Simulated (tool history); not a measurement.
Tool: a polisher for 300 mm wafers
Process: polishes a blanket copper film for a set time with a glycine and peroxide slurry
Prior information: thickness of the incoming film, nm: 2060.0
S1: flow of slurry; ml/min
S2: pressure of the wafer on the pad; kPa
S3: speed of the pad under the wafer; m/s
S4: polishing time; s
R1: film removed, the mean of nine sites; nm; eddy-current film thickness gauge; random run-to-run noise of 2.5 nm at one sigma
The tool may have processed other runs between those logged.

run	day	S1	S2	S3	S4	R1
1	0.000	185	13.1	1.04	55	269.10
2	0.217	185	9.7	1.04	55	224.83
3	0.554	185	9.7	1.30	55	263.94
4	0.888	185	8.3	1.24	54	230.83
5	1.262	185	10.3	1.24	54	258.69
6	1.346	185	9.0	1.20	54	238.29
7	1.529	185	8.3	1.16	54	220.71

For run 8, what comes out?
8	1.679	185	7.6	1.14	54	?

{"run 8": {"R1": 208.54}}

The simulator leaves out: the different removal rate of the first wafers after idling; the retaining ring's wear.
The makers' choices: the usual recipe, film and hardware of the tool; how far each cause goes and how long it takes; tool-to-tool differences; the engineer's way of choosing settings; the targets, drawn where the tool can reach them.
